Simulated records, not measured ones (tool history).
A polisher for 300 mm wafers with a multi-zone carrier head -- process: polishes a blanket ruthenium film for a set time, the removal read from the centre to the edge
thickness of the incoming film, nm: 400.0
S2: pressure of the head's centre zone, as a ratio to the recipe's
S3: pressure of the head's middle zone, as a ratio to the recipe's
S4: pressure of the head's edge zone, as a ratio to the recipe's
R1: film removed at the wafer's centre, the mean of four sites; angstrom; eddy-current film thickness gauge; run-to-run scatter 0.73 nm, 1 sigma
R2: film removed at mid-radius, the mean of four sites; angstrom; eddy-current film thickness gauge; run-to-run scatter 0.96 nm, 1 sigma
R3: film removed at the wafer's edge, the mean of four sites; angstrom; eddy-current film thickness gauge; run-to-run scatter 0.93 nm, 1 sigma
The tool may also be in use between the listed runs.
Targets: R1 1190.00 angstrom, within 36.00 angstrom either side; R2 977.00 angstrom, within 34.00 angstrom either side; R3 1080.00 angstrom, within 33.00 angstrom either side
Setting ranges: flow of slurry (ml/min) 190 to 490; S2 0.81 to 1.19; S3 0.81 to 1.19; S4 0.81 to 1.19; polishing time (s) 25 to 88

run 1 hour=0.0 | flow_of_slurry_(ml/min)=315 S2=1.00 S3=1.00 S4=1.00 polishing_time_(s)=56 | R1=924.83 R2=944.26 R3=946.37
run 2 hour=5.4 | flow_of_slurry_(ml/min)=315 S2=0.93 S3=1.00 S4=1.00 polishing_time_(s)=56 | R1=859.60 R2=939.02 R3=927.88
run 3 hour=8.9 | flow_of_slurry_(ml/min)=315 S2=0.84 S3=1.00 S4=1.00 polishing_time_(s)=56 | R1=770.23 R2=944.19 R3=935.30
run 4 hour=16.4 | flow_of_slurry_(ml/min)=315 S2=0.84 S3=1.00 S4=1.00 polishing_time_(s)=62 | R1=848.27 R2=1040.90 R3=1013.60
run 5 hour=17.5 | flow_of_slurry_(ml/min)=320 S2=0.87 S3=0.99 S4=1.00 polishing_time_(s)=62 | R1=882.51 R2=1027.10 R3=1030.30
run 6 hour=24.8 | flow_of_slurry_(ml/min)=325 S2=0.90 S3=0.98 S4=1.00 polishing_time_(s)=62 | R1=924.43 R2=1011.10 R3=1032.90
run 7 hour=29.9 | flow_of_slurry_(ml/min)=325 S2=0.90 S3=0.98 S4=1.00 polishing_time_(s)=62 | R1=918.45 R2=1020.20 R3=1053.90
run 8 hour=30.5 | flow_of_slurry_(ml/min)=375 S2=1.00 S3=0.90 S4=1.01 polishing_time_(s)=63 | R1=1051.20 R2=1001.00 R3=1062.40
run 9 hour=39.1 | flow_of_slurry_(ml/min)=395 S2=1.10 S3=0.83 S4=1.06 polishing_time_(s)=64 | R1=1168.20 R2=930.26 R3=1126.20
run 10 hour=44.4 | flow_of_slurry_(ml/min)=395 S2=1.10 S3=0.83 S4=1.05 polishing_time_(s)=64 | R1=1182.20 R2=944.39 R3=1096.20

5 next moves are on the table. One of them brings every result within its allowed miss. Which?
run A hour=49.7 | flow_of_slurry_(ml/min)=400 S2=1.03 S3=0.92 S4=1.01 polishing_time_(s)=66 | R1=? R2=? R3=?
run B hour=49.7 | flow_of_slurry_(ml/min)=405 S2=1.13 S3=0.82 S4=1.08 polishing_time_(s)=63 | R1=? R2=? R3=?
run C hour=49.7 | flow_of_slurry_(ml/min)=395 S2=1.10 S3=0.87 S4=1.01 polishing_time_(s)=64 | R1=? R2=? R3=?
run D hour=49.7 | flow_of_slurry_(ml/min)=375 S2=1.08 S3=0.81 S4=1.18 polishing_time_(s)=64 | R1=? R2=? R3=?
run E hour=49.7 | flow_of_slurry_(ml/min)=400 S2=1.07 S3=0.81 S4=1.02 polishing_time_(s)=67 | R1=? R2=? R3=?

move=A R1=1140.20 R2=1056.40 R3=1134.70
move=B R1=1195.20 R2=917.40 R3=1121.90
move=C R1=1179.60 R2=976.72 R3=1100.20
move=D R1=1152.20 R2=917.19 R3=1187.10
move=E R1=1201.80 R2=965.41 R3=1159.20
A: carries the result that was furthest off beyond its target, to the other side
B: moves away from the targets compared with the last run
C: every result within its allowed miss
D: moves away from the targets compared with the last run
E: the worst result of the last run now meets its target, but another is out of spec
C meets every target.
